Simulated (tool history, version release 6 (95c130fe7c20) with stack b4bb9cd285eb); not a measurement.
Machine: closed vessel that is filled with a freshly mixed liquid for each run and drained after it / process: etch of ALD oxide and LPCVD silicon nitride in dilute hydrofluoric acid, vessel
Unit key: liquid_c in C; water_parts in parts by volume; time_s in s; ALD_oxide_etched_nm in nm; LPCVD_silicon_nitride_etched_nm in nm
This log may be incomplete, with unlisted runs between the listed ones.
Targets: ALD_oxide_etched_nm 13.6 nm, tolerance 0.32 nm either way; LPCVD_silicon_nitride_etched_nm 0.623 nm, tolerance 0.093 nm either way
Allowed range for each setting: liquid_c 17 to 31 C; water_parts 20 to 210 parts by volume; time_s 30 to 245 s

run,hour,liquid_c,water_parts,time_s,ALD_oxide_etched_nm,LPCVD_silicon_nitride_etched_nm
1,0,23,115,125,10.226,0.51536
2,2.6,25.5,115,125,11.208,0.68062
3,9.9,25.5,155,125,7.9812,0.5152
4,18.6,25,145,125,8.4141,0.49615
5,23.2,21.5,145,125,7.3504,0.41588
6,23.7,21.5,145,95,5.6075,0.3141
7,27.6,22,135,95,6.1738,0.33195
8,33.6,22.5,125,95,6.8572,0.37005
9,36.3,23,115,95,7.7496,0.3838
10,45.1,24,110,95,8.4591,0.44836
11,49.4,24.5,105,95,9.0844,0.48815
12,51.3,24.5,105,95,9.0704,0.52185
13,53,24.5,100,95,9.5428,0.54524

Which single option among these 4 for the next run brings every result within its allowed miss of target? Just one does.
A,54.7,17,65,95,?,?
B,54.7,27,160,125,?,?
C,54.7,25,115,95,?,?
D,54.7,20,55,85,?,?

move,ALD_oxide_etched_nm,LPCVD_silicon_nitride_etched_nm
A,11.321,0.44831
B,8.0913,0.47467
C,8.3795,0.44131
D,13.763,0.58205
A: nearer than the last run, and not there yet
B: misses by more than the last run did
C: misses by more than the last run did
D: in spec on every target
Move D is the one to make.

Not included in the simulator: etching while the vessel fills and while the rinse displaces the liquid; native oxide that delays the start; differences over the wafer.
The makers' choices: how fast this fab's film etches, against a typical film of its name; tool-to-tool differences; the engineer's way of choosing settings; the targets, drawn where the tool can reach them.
